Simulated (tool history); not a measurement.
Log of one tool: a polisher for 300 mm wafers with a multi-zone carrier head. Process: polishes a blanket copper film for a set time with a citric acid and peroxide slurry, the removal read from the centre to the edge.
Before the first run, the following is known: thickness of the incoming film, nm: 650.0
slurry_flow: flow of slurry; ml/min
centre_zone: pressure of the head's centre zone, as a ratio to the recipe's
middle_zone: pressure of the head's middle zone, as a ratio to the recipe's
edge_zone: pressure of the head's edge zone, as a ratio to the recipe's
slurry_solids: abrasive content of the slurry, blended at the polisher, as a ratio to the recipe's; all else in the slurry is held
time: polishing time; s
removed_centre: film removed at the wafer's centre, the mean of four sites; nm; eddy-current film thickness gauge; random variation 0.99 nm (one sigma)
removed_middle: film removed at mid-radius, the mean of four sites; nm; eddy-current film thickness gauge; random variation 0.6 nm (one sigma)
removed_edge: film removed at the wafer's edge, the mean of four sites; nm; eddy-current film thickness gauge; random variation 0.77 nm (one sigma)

run	hour	slurry_flow	centre_zone	middle_zone	edge_zone	slurry_solids	time	removed_centre	removed_middle	removed_edge
1	0.0	250	1.00	1.00	1.00	1.0	48	69.500	70.257	73.023
2	2.7	255	1.01	1.01	0.99	1.0	48	69.263	72.073	70.865
3	11.5	255	1.01	1.01	0.93	1.0	48	69.844	71.286	70.322
4	12.3	260	1.02	1.02	0.93	1.0	48	69.158	71.278	68.494
5	13.1	260	1.03	1.03	0.93	1.0	48	70.373	72.336	68.326
6	18.7	265	1.04	1.03	0.93	1.0	48	71.805	71.595	69.319
7	23.4	270	1.04	1.04	0.93	1.0	48	73.056	74.172	69.172
8	28.9	275	1.04	1.04	0.93	1.0	48	71.297	73.679	69.948

Forecast run 9:
9	36.4	275	1.05	1.05	0.93	1.0	48	?	?	?

{"run 9": {"removed_centre": 72.861, "removed_middle": 73.583, "removed_edge": 69.909}}
